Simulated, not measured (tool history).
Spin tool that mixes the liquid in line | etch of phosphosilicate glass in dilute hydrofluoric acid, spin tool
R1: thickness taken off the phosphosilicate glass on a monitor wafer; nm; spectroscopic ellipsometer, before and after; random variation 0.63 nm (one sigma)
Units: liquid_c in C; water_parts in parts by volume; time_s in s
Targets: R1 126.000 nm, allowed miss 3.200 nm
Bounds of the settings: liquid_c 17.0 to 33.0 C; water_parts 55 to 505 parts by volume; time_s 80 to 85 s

{"run": 1, "hour": 0.0, "liquid_c": 25.0, "water_parts": 280, "time_s": 80, "R1": 45.123}
{"run": 2, "hour": 4.0, "liquid_c": 22.5, "water_parts": 280, "time_s": 80, "R1": 41.819}
{"run": 3, "hour": 10.4, "liquid_c": 25.0, "water_parts": 235, "time_s": 80, "R1": 57.185}
{"run": 4, "hour": 13.0, "liquid_c": 27.5, "water_parts": 235, "time_s": 80, "R1": 61.776}
{"run": 5, "hour": 14.1, "liquid_c": 29.0, "water_parts": 205, "time_s": 80, "R1": 78.133}
{"run": 6, "hour": 19.7, "liquid_c": 29.0, "water_parts": 205, "time_s": 80, "R1": 77.859}
{"run": 7, "hour": 23.8, "liquid_c": 30.0, "water_parts": 190, "time_s": 80, "R1": 88.609}
{"run": 8, "hour": 26.1, "liquid_c": 33.0, "water_parts": 135, "time_s": 80, "R1": 149.76}
{"run": 9, "hour": 28.9, "liquid_c": 30.0, "water_parts": 135, "time_s": 80, "R1": 132.89}
{"run": 10, "hour": 31.9, "liquid_c": 29.5, "water_parts": 135, "time_s": 80, "R1": 132.29}

Which of these 5 next moves meets every target?
{"run": "A", "hour": 34.9, "liquid_c": 29.0, "water_parts": 145, "time_s": 80, "R1": "?"}
{"run": "B", "hour": 34.9, "liquid_c": 28.0, "water_parts": 150, "time_s": 85, "R1": "?"}
{"run": "C", "hour": 34.9, "liquid_c": 30.5, "water_parts": 150, "time_s": 80, "R1": "?"}
{"run": "D", "hour": 34.9, "liquid_c": 32.0, "water_parts": 150, "time_s": 80, "R1": "?"}
{"run": "E", "hour": 34.9, "liquid_c": 27.0, "water_parts": 145, "time_s": 85, "R1": "?"}

move=A R1=118.710
move=B R1=116.800
move=C R1=120.350
move=D R1=126.930
move=E R1=117.170
A: takes the result that was furthest off past its target
B: takes the result that was furthest off past its target
C: takes the result that was furthest off past its target
D: meets every target
E: takes the result that was furthest off past its target
Move D is the one to make.
